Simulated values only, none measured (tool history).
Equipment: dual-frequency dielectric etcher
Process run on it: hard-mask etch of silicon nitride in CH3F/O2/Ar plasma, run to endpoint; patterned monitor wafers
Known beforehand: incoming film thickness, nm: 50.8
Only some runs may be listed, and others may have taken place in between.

run  hour  source power (kW)  bias power (kW)  endpoint time (s)
  1   0.0              0.380            0.087             75.471
  2   9.0              0.380            0.080             77.719
  3  11.4              0.420            0.080             74.898
  4  16.6              0.450            0.083             71.750
  5  24.5              0.450            0.067             77.808
  6  26.4              0.480            0.072             73.576

For run 7, what comes out?
  7  30.1              0.500            0.075                  ?

endpoint time (s): 71.067

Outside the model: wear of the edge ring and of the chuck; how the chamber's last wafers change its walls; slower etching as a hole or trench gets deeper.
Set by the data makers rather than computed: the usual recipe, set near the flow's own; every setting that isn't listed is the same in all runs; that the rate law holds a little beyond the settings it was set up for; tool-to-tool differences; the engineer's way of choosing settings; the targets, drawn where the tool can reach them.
